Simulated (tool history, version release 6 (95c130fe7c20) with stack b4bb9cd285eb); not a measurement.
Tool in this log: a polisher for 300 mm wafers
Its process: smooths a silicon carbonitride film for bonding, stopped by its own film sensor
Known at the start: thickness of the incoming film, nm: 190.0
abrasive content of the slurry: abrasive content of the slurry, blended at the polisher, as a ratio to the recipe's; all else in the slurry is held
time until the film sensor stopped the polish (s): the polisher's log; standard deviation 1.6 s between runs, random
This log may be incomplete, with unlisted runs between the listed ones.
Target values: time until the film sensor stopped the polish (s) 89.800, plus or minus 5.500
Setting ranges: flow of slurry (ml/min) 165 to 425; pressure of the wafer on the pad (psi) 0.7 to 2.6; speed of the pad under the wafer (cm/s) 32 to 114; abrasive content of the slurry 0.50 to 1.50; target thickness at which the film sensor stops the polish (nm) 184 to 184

run,hour,flow of slurry (ml/min),pressure of the wafer on the pad (psi),speed of the pad under the wafer (cm/s),abrasive content of the slurry,target thickness at which the film sensor stops the polish (nm),time until the film sensor stopped the polish (s)
1,0.0,275,1.6,72,1.00,184,42.979
2,0.7,325,1.6,72,1.00,184,42.667
3,5.0,365,1.6,72,1.00,184,43.126
4,8.1,365,1.5,70,1.00,184,46.781
5,14.2,365,1.5,70,1.20,184,42.827
6,23.2,365,1.4,68,1.20,184,46.138
# hour 24.4: slurry nozzle cleaned
7,24.4,365,1.3,66,1.20,184,48.127
8,29.4,365,1.2,62,1.20,184,53.265
9,34.3,365,1.1,58,1.20,184,61.571
10,41.3,365,1.1,56,1.20,184,61.753
11,44.8,365,1.1,54,1.20,184,64.032
12,52.8,365,1.1,52,1.20,184,65.320
13,58.7,365,1.1,50,1.20,184,66.704
14,66.6,365,0.9,46,1.20,184,84.189

5 next moves are on the table. One of them brings every result within its allowed miss. Which?
A,74.5,360,1.0,52,0.90,184,?
B,74.5,395,1.0,44,1.25,184,?
C,74.5,395,1.3,32,1.35,184,?
D,74.5,390,1.2,42,1.15,184,?
E,74.5,285,0.8,46,1.15,184,?

move,time until the film sensor stopped the polish (s)
A,76.629
B,78.142
C,82.905
D,74.134
E,90.991
A: misses by more than the last run did
B: misses by more than the last run did
C: misses by more than the last run did
D: misses by more than the last run did
E: each result inside its tolerance
The right move is E.
